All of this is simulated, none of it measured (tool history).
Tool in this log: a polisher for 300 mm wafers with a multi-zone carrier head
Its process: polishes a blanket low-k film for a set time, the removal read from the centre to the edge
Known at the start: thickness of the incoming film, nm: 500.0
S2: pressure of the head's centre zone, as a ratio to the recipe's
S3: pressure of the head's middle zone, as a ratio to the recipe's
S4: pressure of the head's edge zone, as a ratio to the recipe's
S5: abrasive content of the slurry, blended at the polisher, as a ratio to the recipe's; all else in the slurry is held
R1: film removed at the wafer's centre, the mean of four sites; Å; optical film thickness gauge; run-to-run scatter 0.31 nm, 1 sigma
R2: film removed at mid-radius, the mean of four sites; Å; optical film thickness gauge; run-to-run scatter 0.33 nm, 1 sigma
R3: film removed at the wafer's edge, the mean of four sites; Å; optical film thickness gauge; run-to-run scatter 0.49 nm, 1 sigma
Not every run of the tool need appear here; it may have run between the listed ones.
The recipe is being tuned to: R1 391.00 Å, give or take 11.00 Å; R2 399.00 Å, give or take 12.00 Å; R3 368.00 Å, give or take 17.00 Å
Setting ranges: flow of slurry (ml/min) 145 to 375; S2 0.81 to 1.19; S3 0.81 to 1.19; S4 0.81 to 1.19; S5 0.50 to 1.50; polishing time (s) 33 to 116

{"run": 1, "hour": 0.0, "flow of slurry (ml/min)": 240, "S2": 1.0, "S3": 1.0, "S4": 1.0, "S5": 1.0, "polishing time (s)": 74, "R1": 273.35, "R2": 264.78, "R3": 276.21}
{"run": 2, "hour": 2.3, "flow of slurry (ml/min)": 240, "S2": 1.0, "S3": 1.0, "S4": 1.0, "S5": 1.2, "polishing time (s)": 74, "R1": 302.33, "R2": 286.39, "R3": 299.48}
{"run": 3, "hour": 4.2, "flow of slurry (ml/min)": 245, "S2": 1.01, "S3": 1.02, "S4": 1.01, "S5": 1.25, "polishing time (s)": 74, "R1": 310.89, "R2": 297.32, "R3": 311.85}
{"run": 4, "hour": 13.0, "flow of slurry (ml/min)": 245, "S2": 1.01, "S3": 0.96, "S4": 1.01, "S5": 1.25, "polishing time (s)": 74, "R1": 306.11, "R2": 290.41, "R3": 314.16}
{"hour": 20.3, "done": "slurry nozzle cleaned"}
{"run": 5, "hour": 20.3, "flow of slurry (ml/min)": 245, "S2": 1.01, "S3": 0.96, "S4": 1.01, "S5": 1.25, "polishing time (s)": 58, "R1": 260.82, "R2": 236.83, "R3": 252.46}
{"run": 6, "hour": 23.1, "flow of slurry (ml/min)": 245, "S2": 1.01, "S3": 1.03, "S4": 1.01, "S5": 1.25, "polishing time (s)": 58, "R1": 263.08, "R2": 248.08, "R3": 257.56}
{"run": 7, "hour": 26.5, "flow of slurry (ml/min)": 255, "S2": 1.01, "S3": 1.05, "S4": 1.0, "S5": 1.3, "polishing time (s)": 60, "R1": 272.1, "R2": 266.6, "R3": 272.72}
{"run": 8, "hour": 32.5, "flow of slurry (ml/min)": 265, "S2": 1.03, "S3": 1.07, "S4": 0.99, "S5": 1.35, "polishing time (s)": 62, "R1": 295.17, "R2": 283.05, "R3": 285.52}
{"run": 9, "hour": 38.0, "flow of slurry (ml/min)": 275, "S2": 1.03, "S3": 1.09, "S4": 0.98, "S5": 1.35, "polishing time (s)": 64, "R1": 306.34, "R2": 296.37, "R3": 294.33}
{"run": 10, "hour": 43.1, "flow of slurry (ml/min)": 280, "S2": 1.03, "S3": 1.1, "S4": 0.97, "S5": 1.35, "polishing time (s)": 65, "R1": 309.43, "R2": 306.68, "R3": 297.72}
{"run": 11, "hour": 49.6, "flow of slurry (ml/min)": 290, "S2": 1.04, "S3": 1.11, "S4": 0.97, "S5": 1.35, "polishing time (s)": 66, "R1": 316.29, "R2": 316.31, "R3": 303.99}

Exercise: of the 5 proposed moves below, exactly one satisfies all targets within the stated allowed misses. Which move is it?
{"run": "A", "hour": 56.1, "flow of slurry (ml/min)": 185, "S2": 1.05, "S3": 0.96, "S4": 1.18, "S5": 1.3, "polishing time (s)": 85, "R1": "?", "R2": "?", "R3": "?"}
{"run": "B", "hour": 56.1, "flow of slurry (ml/min)": 315, "S2": 1.04, "S3": 1.19, "S4": 0.84, "S5": 1.35, "polishing time (s)": 75, "R1": "?", "R2": "?", "R3": "?"}
{"run": "C", "hour": 56.1, "flow of slurry (ml/min)": 325, "S2": 0.99, "S3": 1.12, "S4": 0.81, "S5": 1.25, "polishing time (s)": 80, "R1": "?", "R2": "?", "R3": "?"}
{"run": "D", "hour": 56.1, "flow of slurry (ml/min)": 375, "S2": 1.03, "S3": 1.16, "S4": 0.97, "S5": 1.4, "polishing time (s)": 79, "R1": "?", "R2": "?", "R3": "?"}
{"run": "E", "hour": 56.1, "flow of slurry (ml/min)": 300, "S2": 1.06, "S3": 1.19, "S4": 0.86, "S5": 1.45, "polishing time (s)": 73, "R1": "?", "R2": "?", "R3": "?"}

move=A R1=386.02 R2=344.19 R3=395.18
move=B R1=366.80 R2=379.53 R3=321.30
move=C R1=362.68 R2=378.10 R3=329.47
move=D R1=393.93 R2=403.65 R3=366.82
move=E R1=371.57 R2=377.30 R3=322.63
A: an improvement on the last run, though not all results are within tolerance
B: an improvement on the last run, though not all results are within tolerance
C: an improvement on the last run, though not all results are within tolerance
D: all results land within tolerance of their targets
E: an improvement on the last run, though not all results are within tolerance
D is the move that brings every result within its allowed miss.
